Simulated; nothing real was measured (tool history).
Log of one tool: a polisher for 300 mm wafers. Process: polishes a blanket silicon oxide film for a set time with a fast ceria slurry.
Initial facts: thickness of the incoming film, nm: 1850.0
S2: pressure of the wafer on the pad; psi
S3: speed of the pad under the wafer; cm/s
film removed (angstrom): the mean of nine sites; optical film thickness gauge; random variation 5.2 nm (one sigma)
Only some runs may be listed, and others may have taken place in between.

run 1 day=0.000 | flow_of_slurry_(ml/min)=225 S2=1.8 S3=78 polishing_time_(s)=122 | film_removed_(angstrom)=11143.0
run 2 day=0.358 | flow_of_slurry_(ml/min)=190 S2=1.8 S3=78 polishing_time_(s)=122 | film_removed_(angstrom)=10849.0
run 3 day=0.592 | flow_of_slurry_(ml/min)=185 S2=1.5 S3=78 polishing_time_(s)=122 | film_removed_(angstrom)=9200.2
run 4 day=0.954 | flow_of_slurry_(ml/min)=180 S2=1.3 S3=78 polishing_time_(s)=122 | film_removed_(angstrom)=7802.9
run 5 day=0.996 | flow_of_slurry_(ml/min)=175 S2=1.2 S3=78 polishing_time_(s)=122 | film_removed_(angstrom)=7226.5
run 6 day=1.175 | flow_of_slurry_(ml/min)=170 S2=1.1 S3=78 polishing_time_(s)=122 | film_removed_(angstrom)=6522.6
run 7 day=1.438 | flow_of_slurry_(ml/min)=165 S2=1.1 S3=78 polishing_time_(s)=122 | film_removed_(angstrom)=6547.5
run 8 day=1.588 | flow_of_slurry_(ml/min)=160 S2=1.1 S3=78 polishing_time_(s)=122 | film_removed_(angstrom)=6549.7

Run 9, settings as shown, results not yet in. Your forecast:
run 9 day=1.646 | flow_of_slurry_(ml/min)=155 S2=1.1 S3=78 polishing_time_(s)=122 | film_removed_(angstrom)=?

Run 9 came out at film removed (angstrom) 6479.2.

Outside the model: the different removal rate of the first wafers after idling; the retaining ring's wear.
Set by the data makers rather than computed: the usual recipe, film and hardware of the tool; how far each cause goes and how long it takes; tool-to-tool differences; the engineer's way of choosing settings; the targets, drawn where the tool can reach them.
